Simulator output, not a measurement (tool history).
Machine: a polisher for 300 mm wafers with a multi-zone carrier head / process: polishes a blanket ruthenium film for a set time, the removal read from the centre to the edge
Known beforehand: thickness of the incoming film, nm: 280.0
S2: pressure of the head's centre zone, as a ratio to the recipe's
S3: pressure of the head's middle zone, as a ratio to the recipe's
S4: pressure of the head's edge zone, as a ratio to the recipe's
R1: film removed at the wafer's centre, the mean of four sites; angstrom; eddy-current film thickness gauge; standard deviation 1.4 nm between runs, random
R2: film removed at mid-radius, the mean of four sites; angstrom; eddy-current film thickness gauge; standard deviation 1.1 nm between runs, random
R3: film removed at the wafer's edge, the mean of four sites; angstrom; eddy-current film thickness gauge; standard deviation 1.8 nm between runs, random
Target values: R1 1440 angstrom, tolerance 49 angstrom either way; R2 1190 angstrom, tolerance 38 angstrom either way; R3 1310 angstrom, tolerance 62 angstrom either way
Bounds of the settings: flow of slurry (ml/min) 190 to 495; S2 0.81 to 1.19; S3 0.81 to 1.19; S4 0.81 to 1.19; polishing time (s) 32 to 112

run 1 day=0 | flow_of_slurry_(ml/min)=320 S2=1 S3=1 S4=1 polishing_time_(s)=72 | R1=1019.1 R2=1024 R3=960.73
run 2 day=0.029 | flow_of_slurry_(ml/min)=395 S2=1 S3=1 S4=1 polishing_time_(s)=72 | R1=1042.6 R2=1029.9 R3=973.21
run 3 day=0.333 | flow_of_slurry_(ml/min)=395 S2=0.96 S3=1 S4=1 polishing_time_(s)=72 | R1=1007.5 R2=1050.4 R3=978.29
run 4 day=0.704 | flow_of_slurry_(ml/min)=325 S2=0.96 S3=1 S4=1 polishing_time_(s)=72 | R1=981.72 R2=1016.5 R3=969.91
run 5 day=0.921 | flow_of_slurry_(ml/min)=325 S2=0.96 S3=1 S4=1.03 polishing_time_(s)=72 | R1=962.73 R2=1021 R3=991.76
run 6 day=1.167 | flow_of_slurry_(ml/min)=330 S2=1.02 S3=0.98 S4=1.06 polishing_time_(s)=76 | R1=1107.7 R2=1056.9 R3=1052.1
run 7 day=1.529 | flow_of_slurry_(ml/min)=325 S2=1.08 S3=0.91 S4=1.16 polishing_time_(s)=92 | R1=1406.2 R2=1203 R3=1316.2
run 8 day=1.833 | flow_of_slurry_(ml/min)=325 S2=1.09 S3=0.91 S4=1.16 polishing_time_(s)=92 | R1=1407.3 R2=1230.8 R3=1307.7

Exactly one of the 5 candidate moves below puts every result within its allowed miss. Which one?
run A day=2.138 | flow_of_slurry_(ml/min)=355 S2=1.17 S3=0.82 S4=1.13 polishing_time_(s)=92 | R1=? R2=? R3=?
run B day=2.138 | flow_of_slurry_(ml/min)=335 S2=1.07 S3=0.82 S4=1.06 polishing_time_(s)=95 | R1=? R2=? R3=?
run C day=2.138 | flow_of_slurry_(ml/min)=305 S2=1.01 S3=0.86 S4=1.19 polishing_time_(s)=94 | R1=? R2=? R3=?
run D day=2.138 | flow_of_slurry_(ml/min)=360 S2=0.96 S3=0.89 S4=1.19 polishing_time_(s)=95 | R1=? R2=? R3=?
run E day=2.138 | flow_of_slurry_(ml/min)=190 S2=1.17 S3=0.82 S4=1.18 polishing_time_(s)=97 | R1=? R2=? R3=?

move=A R1=1520.3 R2=1167.6 R3=1318.8
move=B R1=1426.5 R2=1200.1 R3=1320.5
move=C R1=1318.2 R2=1209.8 R3=1361.9
move=D R1=1288.5 R2=1268.2 R3=1392.9
move=E R1=1462 R2=1133.5 R3=1331.5
A: brings the last run's worst result on target, with another outside its allowed miss
B: hits every target within its allowed miss
C: brings the last run's worst result on target, with another outside its allowed miss
D: lands further from the targets than the last run did
E: pushes the last run's worst result past its target
Answer: B
